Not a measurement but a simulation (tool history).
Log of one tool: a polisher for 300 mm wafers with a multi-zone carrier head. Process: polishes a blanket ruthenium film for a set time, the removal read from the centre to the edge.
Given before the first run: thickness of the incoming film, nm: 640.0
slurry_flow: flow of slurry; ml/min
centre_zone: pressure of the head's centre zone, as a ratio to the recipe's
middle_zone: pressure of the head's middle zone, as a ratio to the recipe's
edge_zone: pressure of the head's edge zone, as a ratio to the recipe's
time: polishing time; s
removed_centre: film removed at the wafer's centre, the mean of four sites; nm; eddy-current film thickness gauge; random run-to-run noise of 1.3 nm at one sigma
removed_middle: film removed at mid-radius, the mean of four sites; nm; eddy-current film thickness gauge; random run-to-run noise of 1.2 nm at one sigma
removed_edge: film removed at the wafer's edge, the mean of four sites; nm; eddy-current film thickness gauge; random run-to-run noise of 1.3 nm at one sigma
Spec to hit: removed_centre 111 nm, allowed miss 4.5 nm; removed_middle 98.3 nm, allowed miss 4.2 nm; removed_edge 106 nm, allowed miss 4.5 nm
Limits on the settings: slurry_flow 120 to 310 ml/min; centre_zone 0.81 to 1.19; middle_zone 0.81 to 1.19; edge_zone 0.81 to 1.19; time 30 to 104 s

run	hour	slurry_flow	centre_zone	middle_zone	edge_zone	time	removed_centre	removed_middle	removed_edge
1	0	200	1	1	1	67	91.877	94.055	91.883
2	2.1	200	1.08	1	1	67	97.538	93.269	90.403
3	10.3	205	1.09	0.99	1.02	68	101.13	96.491	94.772
4	12	205	1.09	0.92	1.02	68	100.19	88.549	93.286
5	20.4	210	1.1	0.92	1.04	68	101.52	90.412	95.288
6	29.1	210	1.1	0.99	1.04	68	103.27	94.197	95.776
7	35.3	215	1.1	0.99	1.05	68	102.94	95.095	97.375
8	43.6	220	1.11	0.99	1.06	68	103.71	97.146	95.979
9	46.9	220	1.11	0.98	1.07	69	104.16	96.931	97.589
10	53.2	220	1.11	0.97	1.08	70	106.06	96.402	101.86

Consider the 4 candidate settings below. Which is the only one whose results all fall within their allowed miss of target?
A	59.5	185	1.17	0.98	1.19	72	?	?	?
B	59.5	200	1.15	0.87	1.12	73	?	?	?
C	59.5	210	1.04	0.97	1.15	72	?	?	?
D	59.5	165	0.99	0.84	1.19	77	?	?	?

move	removed_centre	removed_middle	removed_edge
A	113.33	98.692	104.39
B	114.5	91.595	104.17
C	104.57	99.579	104.22
D	103.26	91.381	110.47
A: in spec on every target
B: meets the target for the result that was furthest off, but another lies outside its allowed miss
C: misses by more than the last run did
D: misses by more than the last run did
The move that meets every target is A.
